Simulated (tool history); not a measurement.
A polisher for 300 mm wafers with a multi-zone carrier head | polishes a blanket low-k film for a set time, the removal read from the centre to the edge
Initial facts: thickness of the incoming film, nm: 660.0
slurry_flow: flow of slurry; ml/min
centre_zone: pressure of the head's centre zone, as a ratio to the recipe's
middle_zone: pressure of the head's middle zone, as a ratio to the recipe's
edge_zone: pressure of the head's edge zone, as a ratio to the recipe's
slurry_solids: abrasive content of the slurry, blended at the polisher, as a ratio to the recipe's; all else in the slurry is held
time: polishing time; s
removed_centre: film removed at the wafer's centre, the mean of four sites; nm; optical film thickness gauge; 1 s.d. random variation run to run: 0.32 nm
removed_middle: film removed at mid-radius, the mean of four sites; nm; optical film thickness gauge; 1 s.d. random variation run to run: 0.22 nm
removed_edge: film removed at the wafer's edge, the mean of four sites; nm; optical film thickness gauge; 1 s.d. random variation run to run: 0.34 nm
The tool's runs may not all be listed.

Run 1, hour 0: slurry_flow 170 ml/min, centre_zone 1, middle_zone 1, edge_zone 1, slurry_solids 1, time 65 s. Result: removed_centre 32.723 nm, removed_middle 31.445 nm, removed_edge 31.596 nm.
Run 2, hour 3.8: slurry_flow 160 ml/min, centre_zone 0.98, middle_zone 0.96, edge_zone 0.98, slurry_solids 0.95, time 65 s. Result: removed_centre 32.205 nm, removed_middle 29.275 nm, removed_edge 31.792 nm.
Run 3, hour 7.4: slurry_flow 160 ml/min, centre_zone 0.98, middle_zone 0.96, edge_zone 0.98, slurry_solids 0.85, time 65 s. Result: removed_centre 30.607 nm, removed_middle 28.266 nm, removed_edge 30.341 nm.
Run 4, hour 14.9: slurry_flow 155 ml/min, centre_zone 0.97, middle_zone 0.95, edge_zone 0.98, slurry_solids 0.75, time 65 s. Result: removed_centre 29.627 nm, removed_middle 26.223 nm, removed_edge 28.928 nm.
Run 5, hour 17.4: slurry_flow 155 ml/min, centre_zone 1.05, middle_zone 0.95, edge_zone 0.98, slurry_solids 0.75, time 65 s. Result: removed_centre 31.589 nm, removed_middle 26.98 nm, removed_edge 29.472 nm.
Run 6, hour 26.4: slurry_flow 135 ml/min, centre_zone 1.05, middle_zone 0.95, edge_zone 0.98, slurry_solids 0.75, time 65 s. Result: removed_centre 30.968 nm, removed_middle 26.076 nm, removed_edge 28.638 nm.

The next listed run, before its measurement:
Run 7, hour 32.9: slurry_flow 130 ml/min, centre_zone 1.01, middle_zone 0.95, edge_zone 0.99, slurry_solids 0.75, time 65 s. Result: removed_centre ?, removed_middle ?, removed_edge ?.

Logged for run 7: removed_centre 29.183 nm, removed_middle 26.025 nm, removed_edge 28.84 nm.
